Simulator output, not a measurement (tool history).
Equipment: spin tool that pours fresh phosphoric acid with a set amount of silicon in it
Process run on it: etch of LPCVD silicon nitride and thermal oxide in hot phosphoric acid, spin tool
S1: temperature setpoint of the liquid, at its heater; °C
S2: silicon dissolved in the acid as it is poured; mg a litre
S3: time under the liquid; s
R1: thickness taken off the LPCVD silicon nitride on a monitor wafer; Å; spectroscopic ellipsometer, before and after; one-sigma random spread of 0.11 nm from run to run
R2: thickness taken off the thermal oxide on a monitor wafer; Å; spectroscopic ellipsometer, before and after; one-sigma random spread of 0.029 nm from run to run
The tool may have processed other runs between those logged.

Run 1, hour 0.0: S1 164.0 °C, S2 21.5 mg a litre, S3 145 s. Result: R1 148.95 Å, R2 3.1758 Å.
Run 2, hour 5.8: S1 166.0 °C, S2 21.5 mg a litre, S3 145 s. Result: R1 158.88 Å, R2 4.1093 Å.
Run 3, hour 7.4: S1 166.0 °C, S2 21.5 mg a litre, S3 110 s. Result: R1 119.95 Å, R2 3.1710 Å.
Run 4, hour 16.0: S1 166.5 °C, S2 25.5 mg a litre, S3 130 s. Result: R1 144.60 Å, R2 3.2710 Å.
Run 5, hour 20.0: S1 166.5 °C, S2 35.5 mg a litre, S3 130 s. Result: R1 145.05 Å, R2 2.2306 Å.
Run 6, hour 23.2: S1 166.5 °C, S2 44.0 mg a litre, S3 130 s. Result: R1 143.28 Å, R2 1.1545 Å.
Run 7, hour 28.2: S1 167.0 °C, S2 41.0 mg a litre, S3 145 s. Result: R1 163.13 Å, R2 1.7102 Å.
Run 8, hour 37.0: S1 167.0 °C, S2 38.5 mg a litre, S3 155 s. Result: R1 173.84 Å, R2 2.4642 Å.

The next listed run, before its measurement:
Run 9, hour 38.3: S1 167.0 °C, S2 38.5 mg a litre, S3 165 s. Result: R1 ?, R2 ?.

{"run 9": {"R1": 186.67, "R2": 2.4177}}

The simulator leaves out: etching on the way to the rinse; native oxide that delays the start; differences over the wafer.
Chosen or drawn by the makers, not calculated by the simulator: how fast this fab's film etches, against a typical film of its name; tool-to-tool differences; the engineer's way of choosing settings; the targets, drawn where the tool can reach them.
